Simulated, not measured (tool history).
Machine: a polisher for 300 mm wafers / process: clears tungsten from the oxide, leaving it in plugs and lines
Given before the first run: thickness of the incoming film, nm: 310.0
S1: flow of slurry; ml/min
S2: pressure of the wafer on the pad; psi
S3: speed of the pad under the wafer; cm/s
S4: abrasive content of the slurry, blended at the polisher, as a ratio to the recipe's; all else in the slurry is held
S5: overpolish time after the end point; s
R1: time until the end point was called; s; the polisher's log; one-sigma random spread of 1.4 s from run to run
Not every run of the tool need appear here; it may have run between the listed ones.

{"run": 1, "hour": 0.0, "S1": 210, "S2": 4.8, "S3": 130, "S4": 1.0, "S5": 24, "R1": 41.002}
{"run": 2, "hour": 2.0, "S1": 210, "S2": 4.8, "S3": 130, "S4": 1.15, "S5": 24, "R1": 40.999}
{"run": 3, "hour": 5.5, "S1": 210, "S2": 4.3, "S3": 126, "S4": 1.15, "S5": 24, "R1": 46.499}
{"run": 4, "hour": 9.1, "S1": 170, "S2": 4.3, "S3": 126, "S4": 1.15, "S5": 24, "R1": 49.197}
{"run": 5, "hour": 15.4, "S1": 170, "S2": 4.3, "S3": 126, "S4": 1.05, "S5": 24, "R1": 51.03}
{"run": 6, "hour": 16.1, "S1": 200, "S2": 4.3, "S3": 126, "S4": 1.05, "S5": 24, "R1": 49.357}
{"run": 7, "hour": 20.6, "S1": 200, "S2": 4.0, "S3": 126, "S4": 1.05, "S5": 24, "R1": 51.618}

Estimate the outcome of run 8 from the log above:
{"run": 8, "hour": 22.6, "S1": 195, "S2": 3.7, "S3": 124, "S4": 1.05, "S5": 24, "R1": "?"}

Run 8 measured R1 57.341 s.
